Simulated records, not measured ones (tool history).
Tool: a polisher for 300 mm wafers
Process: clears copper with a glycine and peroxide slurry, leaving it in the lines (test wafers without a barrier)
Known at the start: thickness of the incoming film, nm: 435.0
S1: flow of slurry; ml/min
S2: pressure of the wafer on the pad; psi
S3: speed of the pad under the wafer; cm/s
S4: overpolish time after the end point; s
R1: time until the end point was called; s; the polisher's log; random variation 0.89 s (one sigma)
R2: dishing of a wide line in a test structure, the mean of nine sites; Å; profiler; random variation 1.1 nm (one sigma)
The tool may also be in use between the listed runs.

| run | hour | S1 | S2 | S3 | S4 | R1 | R2 |
|---|---|---|---|---|---|---|---|
| 1 | 0 | 210 | 2.3 | 128 | 11 | 82.489 | 349.73 |
| 2 | 6.2 | 210 | 2.5 | 130 | 11 | 79.32 | 374.65 |
| 3 | 13.7 | 210 | 2.8 | 130 | 11 | 70.982 | 394.86 |
| 4 | 15 | 210 | 2.8 | 162 | 11 | 59.149 | 429.2 |
| 5 | 23.9 | 210 | 2.8 | 148 | 11 | 63.152 | 430.67 |
| 6 | 30.3 | 210 | 2.9 | 150 | 11 | 62.867 | 443.67 |
| 7 | 35.8 | 210 | 3 | 152 | 11 | 60.706 | 436.08 |

Forecast run 8:
| 8 | 38.6 | 210 | 3.1 | 154 | 11 | ? | ? |

R1: 56.885 s
R2: 452.66 Å

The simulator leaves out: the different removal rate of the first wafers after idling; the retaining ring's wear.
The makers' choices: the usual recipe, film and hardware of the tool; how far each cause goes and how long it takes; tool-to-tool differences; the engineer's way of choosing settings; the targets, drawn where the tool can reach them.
